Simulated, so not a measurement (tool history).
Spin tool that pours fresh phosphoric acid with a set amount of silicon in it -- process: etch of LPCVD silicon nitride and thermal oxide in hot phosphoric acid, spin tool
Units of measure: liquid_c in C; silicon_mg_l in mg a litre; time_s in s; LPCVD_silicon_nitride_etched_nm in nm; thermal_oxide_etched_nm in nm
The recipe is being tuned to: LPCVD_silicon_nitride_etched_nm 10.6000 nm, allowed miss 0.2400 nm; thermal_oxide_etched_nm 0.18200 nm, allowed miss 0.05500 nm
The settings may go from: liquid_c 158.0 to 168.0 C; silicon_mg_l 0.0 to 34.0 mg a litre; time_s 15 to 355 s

run    day  liquid_c  silicon_mg_l  time_s  LPCVD_silicon_nitride_etched_nm  thermal_oxide_etched_nm
  1  0.000     163.0          15.0     180                          16.4980                  0.35291
  2  0.275     161.0          15.0     180                          15.3880                  0.36229
  3  0.533     160.5          18.5     165                          13.9250                  0.27347
  4  0.883     162.0          18.5     165                          14.5570                  0.29119
  5  1.046     161.0          20.0     155                          13.2810                  0.28164
  6  1.296     163.0          20.0     155                          14.2760                  0.32929
  7  1.667     162.0          22.0     150                          13.3940                  0.24435
  8  1.846     161.0          22.0     145                          12.5400                  0.27400

Which single option among these 5 for the next run brings every result within its allowed miss of target? Just one does.
  A  2.025     161.5           7.0     115                                ?                        ?
  B  2.025     161.0           0.0     120                                ?                        ?
  C  2.025     160.5           0.0     190                                ?                        ?
  D  2.025     162.5           2.5     110                                ?                        ?
  E  2.025     162.0          30.5     120                                ?                        ?

move  LPCVD_silicon_nitride_etched_nm  thermal_oxide_etched_nm
   A                          10.0730                  0.33068
   B                          10.3370                  0.38108
   C                          16.0950                  0.58151
   D                           9.9609                  0.37232
   E                          10.6870                  0.18272
A: moves the result that the last run missed by most past its target, out the other side
B: moves the result that the last run missed by most past its target, out the other side
C: its largest miss is bigger than the last run's
D: moves the result that the last run missed by most past its target, out the other side
E: hits every target within its allowed miss
Move E is the one to make.

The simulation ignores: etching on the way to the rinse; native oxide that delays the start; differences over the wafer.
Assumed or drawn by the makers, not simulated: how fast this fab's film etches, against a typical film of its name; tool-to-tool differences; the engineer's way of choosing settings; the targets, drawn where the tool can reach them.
